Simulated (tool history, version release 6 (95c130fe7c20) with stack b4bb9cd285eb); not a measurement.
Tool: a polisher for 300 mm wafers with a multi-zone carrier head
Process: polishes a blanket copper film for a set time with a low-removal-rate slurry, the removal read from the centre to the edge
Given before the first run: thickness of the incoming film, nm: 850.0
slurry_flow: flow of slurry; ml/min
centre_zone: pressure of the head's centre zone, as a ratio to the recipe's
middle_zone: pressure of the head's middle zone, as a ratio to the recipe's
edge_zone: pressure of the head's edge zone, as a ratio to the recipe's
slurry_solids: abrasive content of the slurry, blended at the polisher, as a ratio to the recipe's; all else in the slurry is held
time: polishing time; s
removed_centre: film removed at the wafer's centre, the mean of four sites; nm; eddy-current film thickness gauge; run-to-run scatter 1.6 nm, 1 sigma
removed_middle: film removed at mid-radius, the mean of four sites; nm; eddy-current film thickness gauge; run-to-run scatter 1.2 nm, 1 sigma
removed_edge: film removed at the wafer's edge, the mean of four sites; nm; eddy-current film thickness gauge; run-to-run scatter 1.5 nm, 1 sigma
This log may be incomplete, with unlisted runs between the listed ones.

run 1 hour=0 | slurry_flow=150 centre_zone=1 middle_zone=1 edge_zone=1 slurry_solids=1 time=82 | removed_centre=261 removed_middle=267.25 removed_edge=256.35
run 2 hour=3.7 | slurry_flow=120 centre_zone=1 middle_zone=1 edge_zone=1 slurry_solids=1 time=82 | removed_centre=249.97 removed_middle=253.87 removed_edge=246.27
run 3 hour=5 | slurry_flow=115 centre_zone=0.97 middle_zone=0.97 edge_zone=0.99 slurry_solids=0.9 time=76 | removed_centre=218.48 removed_middle=225.82 removed_edge=224.43
run 4 hour=11.9 | slurry_flow=110 centre_zone=0.95 middle_zone=0.95 edge_zone=0.98 slurry_solids=0.8 time=71 | removed_centre=195 removed_middle=199.04 removed_edge=205.67
run 5 hour=20.9 | slurry_flow=110 centre_zone=0.93 middle_zone=0.94 edge_zone=0.96 slurry_solids=0.75 time=67 | removed_centre=177.04 removed_middle=183.83 removed_edge=188.09
run 6 hour=29 | slurry_flow=110 centre_zone=0.93 middle_zone=0.88 edge_zone=0.96 slurry_solids=0.75 time=67 | removed_centre=181.71 removed_middle=174.84 removed_edge=185.37
run 7 hour=35.1 | slurry_flow=105 centre_zone=0.91 middle_zone=0.88 edge_zone=0.95 slurry_solids=0.7 time=65 | removed_centre=165.95 removed_middle=165.08 removed_edge=177.16
run 8 hour=43.2 | slurry_flow=105 centre_zone=0.89 middle_zone=0.87 edge_zone=0.93 slurry_solids=0.65 time=64 | removed_centre=159.07 removed_middle=160.22 removed_edge=170.55
run 9 hour=47.4 | slurry_flow=105 centre_zone=0.88 middle_zone=0.86 edge_zone=0.92 slurry_solids=0.6 time=63 | removed_centre=154.42 removed_middle=152.13 removed_edge=165.24
run 10 hour=49.7 | slurry_flow=105 centre_zone=0.88 middle_zone=0.86 edge_zone=0.92 slurry_solids=0.6 time=63 | removed_centre=155.04 removed_middle=154.03 removed_edge=165.31

Estimate the outcome of run 11 from the log above:
run 11 hour=57.2 | slurry_flow=105 centre_zone=0.88 middle_zone=0.86 edge_zone=0.92 slurry_solids=0.6 time=63 | removed_centre=? removed_middle=? removed_edge=?

{"run 11": {"removed_centre": 152.18, "removed_middle": 151.02, "removed_edge": 163.42}}
